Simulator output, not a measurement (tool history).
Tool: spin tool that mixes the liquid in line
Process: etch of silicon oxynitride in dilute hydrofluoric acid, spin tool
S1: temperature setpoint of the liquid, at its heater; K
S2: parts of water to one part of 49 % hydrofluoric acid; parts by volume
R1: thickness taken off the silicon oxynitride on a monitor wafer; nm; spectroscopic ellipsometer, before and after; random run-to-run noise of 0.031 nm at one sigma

{"run": 1, "hour": 0.0, "S1": 293.15, "S2": 210, "time under the liquid (s)": 100, "R1": 0.5117}
{"run": 2, "hour": 0.8, "S1": 291.65, "S2": 210, "time under the liquid (s)": 100, "R1": 0.47651}
{"run": 3, "hour": 9.9, "S1": 291.65, "S2": 210, "time under the liquid (s)": 75, "R1": 0.34078}
{"run": 4, "hour": 18.3, "S1": 291.65, "S2": 185, "time under the liquid (s)": 75, "R1": 0.41417}
{"run": 5, "hour": 19.1, "S1": 290.15, "S2": 185, "time under the liquid (s)": 75, "R1": 0.36845}
{"run": 6, "hour": 26.8, "S1": 292.15, "S2": 165, "time under the liquid (s)": 75, "R1": 0.50849}

For run 7, what comes out?
{"run": 7, "hour": 31.0, "S1": 296.15, "S2": 130, "time under the liquid (s)": 75, "R1": "?"}

{"run 7": {"R1": 0.76839}}
